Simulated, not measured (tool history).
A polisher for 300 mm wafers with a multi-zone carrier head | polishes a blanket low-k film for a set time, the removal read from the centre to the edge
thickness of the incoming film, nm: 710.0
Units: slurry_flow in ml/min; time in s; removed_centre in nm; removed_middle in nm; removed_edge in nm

run  hour  slurry_flow  centre_zone  middle_zone  edge_zone  slurry_solids  time  removed_centre  removed_middle  removed_edge
  1   0.0          125         1.00         1.00       1.00           1.00    56          19.902          20.015        20.223
  2   0.6          115         1.02         0.96       0.95           0.90    56          18.677          17.942        18.287
  3   6.9          105         1.04         0.92       0.91           0.85    56          18.382          16.204        17.275
  4  13.5          105         1.04         0.92       0.91           1.00    56          19.518          17.771        18.854
  5  15.4          100         1.05         0.91       0.89           0.90    56          18.938          16.563        17.468
  6  24.0           95         1.05         0.90       0.87           0.85    56          17.782          15.639        16.714
  7  32.0           90         1.06         0.89       0.85           0.85    56          18.099          15.620        16.358

Run 8 comes next. What will it give?
  8  35.1           75         1.05         0.83       0.82           0.80    56               ?               ?             ?

{"run 8": {"removed_centre": 16.103, "removed_middle": 13.41, "removed_edge": 15.464}}
